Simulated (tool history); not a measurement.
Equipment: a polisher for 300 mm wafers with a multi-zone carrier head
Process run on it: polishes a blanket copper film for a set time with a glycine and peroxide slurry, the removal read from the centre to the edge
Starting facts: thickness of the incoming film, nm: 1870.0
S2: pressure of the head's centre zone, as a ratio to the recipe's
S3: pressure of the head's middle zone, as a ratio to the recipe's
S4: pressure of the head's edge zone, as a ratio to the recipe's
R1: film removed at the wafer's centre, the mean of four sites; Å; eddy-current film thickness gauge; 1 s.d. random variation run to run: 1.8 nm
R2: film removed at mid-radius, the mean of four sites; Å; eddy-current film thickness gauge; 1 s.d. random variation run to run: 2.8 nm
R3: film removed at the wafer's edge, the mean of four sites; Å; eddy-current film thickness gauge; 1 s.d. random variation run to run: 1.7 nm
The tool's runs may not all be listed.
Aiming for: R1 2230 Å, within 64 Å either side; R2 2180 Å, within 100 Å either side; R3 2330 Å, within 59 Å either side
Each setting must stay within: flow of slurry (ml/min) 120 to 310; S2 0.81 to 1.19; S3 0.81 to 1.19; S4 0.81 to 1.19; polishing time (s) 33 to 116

{"run": 1, "hour": 0.0, "flow of slurry (ml/min)": 200, "S2": 1, "S3": 1, "S4": 1, "polishing time (s)": 74, "R1": 3345.1, "R2": 3506.6, "R3": 3300.9}
{"run": 2, "hour": 2.6, "flow of slurry (ml/min)": 195, "S2": 0.99, "S3": 0.98, "S4": 0.99, "polishing time (s)": 71, "R1": 3137.1, "R2": 3292.1, "R3": 3141.9}
{"run": 3, "hour": 3.1, "flow of slurry (ml/min)": 195, "S2": 1.05, "S3": 0.98, "S4": 0.99, "polishing time (s)": 71, "R1": 3381.7, "R2": 3191.9, "R3": 3150.7}
{"run": 4, "hour": 5.3, "flow of slurry (ml/min)": 190, "S2": 1.03, "S3": 0.96, "S4": 0.98, "polishing time (s)": 69, "R1": 3206.9, "R2": 3142.9, "R3": 3084.8}
{"run": 5, "hour": 7.4, "flow of slurry (ml/min)": 190, "S2": 1.03, "S3": 0.96, "S4": 0.93, "polishing time (s)": 69, "R1": 3260.8, "R2": 3124, "R3": 2991.9}
{"run": 6, "hour": 10.2, "flow of slurry (ml/min)": 190, "S2": 1.03, "S3": 0.91, "S4": 0.93, "polishing time (s)": 69, "R1": 3162.4, "R2": 2925.9, "R3": 2969.9}
{"run": 7, "hour": 13.0, "flow of slurry (ml/min)": 190, "S2": 1.02, "S3": 0.9, "S4": 0.92, "polishing time (s)": 67, "R1": 3075.6, "R2": 2886.3, "R3": 2896}
{"run": 8, "hour": 19.6, "flow of slurry (ml/min)": 185, "S2": 1.01, "S3": 0.89, "S4": 0.92, "polishing time (s)": 65, "R1": 2960.4, "R2": 2709.2, "R3": 2763.3}
{"run": 9, "hour": 20.8, "flow of slurry (ml/min)": 180, "S2": 0.99, "S3": 0.88, "S4": 0.92, "polishing time (s)": 64, "R1": 2863.2, "R2": 2638, "R3": 2767.4}
{"run": 10, "hour": 29.5, "flow of slurry (ml/min)": 180, "S2": 0.97, "S3": 0.87, "S4": 0.91, "polishing time (s)": 62, "R1": 2703.3, "R2": 2506.2, "R3": 2625.1}
{"run": 11, "hour": 30.6, "flow of slurry (ml/min)": 175, "S2": 0.95, "S3": 0.86, "S4": 0.9, "polishing time (s)": 62, "R1": 2663.9, "R2": 2464.1, "R3": 2632.6}
{"run": 12, "hour": 37.5, "flow of slurry (ml/min)": 175, "S2": 0.94, "S3": 0.86, "S4": 0.89, "polishing time (s)": 61, "R1": 2553, "R2": 2459.6, "R3": 2579}

Consider the 5 candidate settings below. Which is the only one whose results all fall within their allowed miss of target?
{"run": "A", "hour": 44.4, "flow of slurry (ml/min)": 180, "S2": 0.83, "S3": 0.91, "S4": 0.86, "polishing time (s)": 67, "R1": "?", "R2": "?", "R3": "?"}
{"run": "B", "hour": 44.4, "flow of slurry (ml/min)": 195, "S2": 0.85, "S3": 1.09, "S4": 0.82, "polishing time (s)": 54, "R1": "?", "R2": "?", "R3": "?"}
{"run": "C", "hour": 44.4, "flow of slurry (ml/min)": 165, "S2": 0.91, "S3": 0.9, "S4": 0.9, "polishing time (s)": 60, "R1": "?", "R2": "?", "R3": "?"}
{"run": "D", "hour": 44.4, "flow of slurry (ml/min)": 190, "S2": 0.89, "S3": 0.83, "S4": 0.89, "polishing time (s)": 55, "R1": "?", "R2": "?", "R3": "?"}
{"run": "E", "hour": 44.4, "flow of slurry (ml/min)": 160, "S2": 0.88, "S3": 0.91, "S4": 0.87, "polishing time (s)": 52, "R1": "?", "R2": "?", "R3": "?"}

move=A R1=2542.5 R2=2808 R3=2776.5
move=B R1=2120.5 R2=2661.7 R3=2201.8
move=C R1=2445.3 R2=2462.2 R3=2517.5
move=D R1=2240.5 R2=2150.5 R3=2329
move=E R1=2045.6 R2=2145 R3=2141.6
A: further off than the last run
B: takes the biggest miss from the last run beyond its target
C: moves toward the targets from the last run without getting all of them in spec
D: each result inside its tolerance
E: takes the biggest miss from the last run beyond its target
Answer: D
